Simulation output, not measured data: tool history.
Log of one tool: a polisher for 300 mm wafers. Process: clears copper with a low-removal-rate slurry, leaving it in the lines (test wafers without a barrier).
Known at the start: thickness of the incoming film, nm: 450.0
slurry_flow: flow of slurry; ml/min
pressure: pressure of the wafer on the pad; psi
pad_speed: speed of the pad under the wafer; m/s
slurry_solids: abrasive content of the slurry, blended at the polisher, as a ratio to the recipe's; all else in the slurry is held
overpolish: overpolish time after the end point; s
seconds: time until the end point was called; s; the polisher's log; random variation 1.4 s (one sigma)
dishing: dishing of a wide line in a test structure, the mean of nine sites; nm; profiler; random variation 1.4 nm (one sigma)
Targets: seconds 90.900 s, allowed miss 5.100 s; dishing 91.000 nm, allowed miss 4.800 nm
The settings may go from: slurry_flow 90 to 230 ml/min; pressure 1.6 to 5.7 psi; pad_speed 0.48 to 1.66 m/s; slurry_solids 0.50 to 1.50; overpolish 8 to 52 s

Run 1, day 0.000: slurry_flow 150 ml/min, pressure 3.6 psi, pad_speed 1.06 m/s, slurry_solids 1.00, overpolish 26 s. Result: seconds 145.100 s, dishing 55.206 nm.
Run 2, day 0.046: slurry_flow 150 ml/min, pressure 4.1 psi, pad_speed 1.06 m/s, slurry_solids 1.00, overpolish 26 s. Result: seconds 124.750 s, dishing 60.082 nm.
Run 3, day 0.417: slurry_flow 150 ml/min, pressure 4.7 psi, pad_speed 1.06 m/s, slurry_solids 1.00, overpolish 26 s. Result: seconds 113.500 s, dishing 67.795 nm.
Run 4, day 0.667: slurry_flow 150 ml/min, pressure 4.9 psi, pad_speed 1.06 m/s, slurry_solids 1.00, overpolish 27 s. Result: seconds 107.020 s, dishing 71.744 nm.
Run 5, day 0.712: slurry_flow 150 ml/min, pressure 5.0 psi, pad_speed 1.06 m/s, slurry_solids 1.00, overpolish 28 s. Result: seconds 104.580 s, dishing 74.177 nm.
Run 6, day 1.012: slurry_flow 150 ml/min, pressure 5.0 psi, pad_speed 1.06 m/s, slurry_solids 0.90, overpolish 28 s. Result: seconds 107.900 s, dishing 72.969 nm.
Run 7, day 1.221: slurry_flow 150 ml/min, pressure 5.1 psi, pad_speed 1.06 m/s, slurry_solids 0.90, overpolish 29 s. Result: seconds 101.230 s, dishing 77.271 nm.
Run 8, day 1.467: slurry_flow 150 ml/min, pressure 5.2 psi, pad_speed 1.06 m/s, slurry_solids 0.90, overpolish 30 s. Result: seconds 103.830 s, dishing 79.391 nm.
Run 9, day 1.838: slurry_flow 150 ml/min, pressure 5.3 psi, pad_speed 1.06 m/s, slurry_solids 0.90, overpolish 30 s. Result: seconds 100.580 s, dishing 81.734 nm.
Run 10, day 1.958: slurry_flow 150 ml/min, pressure 5.4 psi, pad_speed 1.06 m/s, slurry_solids 0.90, overpolish 30 s. Result: seconds 99.569 s, dishing 81.906 nm.
Run 11, day 2.333: slurry_flow 150 ml/min, pressure 5.5 psi, pad_speed 1.06 m/s, slurry_solids 0.90, overpolish 30 s. Result: seconds 98.557 s, dishing 82.852 nm.
Run 12, day 2.371: slurry_flow 155 ml/min, pressure 5.6 psi, pad_speed 1.08 m/s, slurry_solids 0.90, overpolish 31 s. Result: seconds 94.589 s, dishing 86.169 nm.

Which of these 5 next moves meets every target?
Run A, day 2.408: slurry_flow 155 ml/min, pressure 5.7 psi, pad_speed 1.30 m/s, slurry_solids 0.70, overpolish 24 s. Result: seconds ?, dishing ?.
Run B, day 2.408: slurry_flow 190 ml/min, pressure 5.2 psi, pad_speed 1.02 m/s, slurry_solids 0.95, overpolish 29 s. Result: seconds ?, dishing ?.
Run C, day 2.408: slurry_flow 145 ml/min, pressure 5.5 psi, pad_speed 1.02 m/s, slurry_solids 1.05, overpolish 29 s. Result: seconds ?, dishing ?.
Run D, day 2.408: slurry_flow 160 ml/min, pressure 5.1 psi, pad_speed 1.20 m/s, slurry_solids 1.00, overpolish 34 s. Result: seconds ?, dishing ?.
Run E, day 2.408: slurry_flow 160 ml/min, pressure 5.4 psi, pad_speed 1.18 m/s, slurry_solids 0.85, overpolish 38 s. Result: seconds ?, dishing ?.

move  seconds  dishing
   A   81.501   82.145
   B  101.140   80.242
   C   98.268   82.082
   D   90.647   94.756
   E   89.882  101.830
A: further off than the last run
B: further off than the last run
C: further off than the last run
D: meets every target
E: takes the result that was furthest off past its target
Move D is the one to make.

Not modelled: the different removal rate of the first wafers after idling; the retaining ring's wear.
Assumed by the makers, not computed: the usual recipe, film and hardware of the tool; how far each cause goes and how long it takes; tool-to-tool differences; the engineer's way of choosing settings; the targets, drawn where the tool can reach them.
